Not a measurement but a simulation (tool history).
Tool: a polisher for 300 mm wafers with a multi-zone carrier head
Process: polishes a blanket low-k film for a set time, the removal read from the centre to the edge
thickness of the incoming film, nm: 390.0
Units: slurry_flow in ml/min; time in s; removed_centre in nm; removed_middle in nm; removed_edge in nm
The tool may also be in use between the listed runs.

run	hour	slurry_flow	centre_zone	middle_zone	edge_zone	slurry_solids	time	removed_centre	removed_middle	removed_edge
1	0	300	1	1	1	1	38	7.3904	7.4223	7.6207
2	6.2	300	1	1	1	1	34	6.5685	6.6777	6.9078
3	7.3	315	1.06	0.98	1.02	1.1	34	7.2874	6.6863	7.135
4	9.9	320	1.1	0.97	1.05	1.2	34	7.6575	6.9515	7.4629
5	13.8	330	1.13	0.94	1.04	1.3	34	8.0451	6.9256	7.5892
6	14.3	330	1.19	0.94	1.04	1.3	34	8.5566	6.9516	7.5989
7	15.8	335	1.19	0.91	1.03	1.35	35	8.8153	7.0253	7.8176
8	21.6	345	1.19	0.89	1.02	1.4	36	9.1954	7.2251	8.1672
9	23.5	350	1.19	0.88	1.01	1.45	36	9.3893	7.2681	8.3327
10	31.5	355	1.19	0.88	1	1.45	36	9.3584	7.1184	8.3707
11	32.4	355	1.19	0.89	0.98	1.45	36	9.4085	7.1595	8.265
12	41.1	355	1.19	0.89	0.98	1.45	36	9.4065	7.1933	8.1084
13	43.5	360	1.19	0.89	0.99	1.45	36	9.4173	7.271	8.2128
14	44.6	360	1.19	0.88	0.99	1.45	36	9.2794	7.2955	8.2337

The next listed run, before its measurement:
15	49.9	345	1.19	0.89	1	1.45	36	?	?	?

removed_centre: 9.3571 nm
removed_middle: 7.1132 nm
removed_edge: 8.2515 nm

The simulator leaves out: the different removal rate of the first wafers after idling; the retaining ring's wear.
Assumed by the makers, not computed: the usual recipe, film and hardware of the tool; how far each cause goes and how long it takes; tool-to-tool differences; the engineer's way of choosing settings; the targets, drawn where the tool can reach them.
